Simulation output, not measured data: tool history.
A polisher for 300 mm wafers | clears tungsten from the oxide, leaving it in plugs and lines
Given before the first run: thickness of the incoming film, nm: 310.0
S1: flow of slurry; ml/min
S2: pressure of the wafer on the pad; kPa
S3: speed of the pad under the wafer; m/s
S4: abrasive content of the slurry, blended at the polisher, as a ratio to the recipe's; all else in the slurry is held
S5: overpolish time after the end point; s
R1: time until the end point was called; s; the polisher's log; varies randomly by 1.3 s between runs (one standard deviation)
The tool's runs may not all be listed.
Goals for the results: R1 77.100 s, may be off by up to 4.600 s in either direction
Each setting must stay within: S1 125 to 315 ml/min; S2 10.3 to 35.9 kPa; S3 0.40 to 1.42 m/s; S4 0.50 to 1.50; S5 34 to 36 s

run	day	S1	S2	S3	S4	S5	R1
1	0.000	205	22.8	0.90	1.00	34	105.130
2	0.238	205	22.8	0.90	0.90	34	109.460
3	0.421	205	23.4	0.90	0.90	34	106.450
4	0.633	205	24.1	0.90	0.90	34	102.840
5	0.812	235	24.1	0.90	0.90	34	105.040
6	1.188	235	24.8	0.90	0.90	34	104.210
7	1.333	235	25.5	0.90	0.90	34	97.532
8	1.429	235	26.2	0.90	0.90	34	95.353
9	1.454	235	26.9	0.90	0.90	34	94.849
10	1.708	235	27.6	0.90	0.90	34	93.100
# day 1.754: worn pad replaced by a new one
11	1.754	235	28.3	0.90	0.90	34	83.554

Pick the move, out of 4, that brings all results within their allowed miss; only one does.
A	1.800	265	33.1	0.84	0.85	34	?
B	1.800	225	26.9	0.96	0.70	34	?
C	1.800	245	24.8	0.84	0.95	34	?
D	1.800	185	31.0	0.84	0.85	34	?

move	R1
A	80.988
B	92.369
C	99.270
D	88.465
A: each result inside its tolerance
B: misses by more than the last run did
C: misses by more than the last run did
D: misses by more than the last run did
The right move is A.
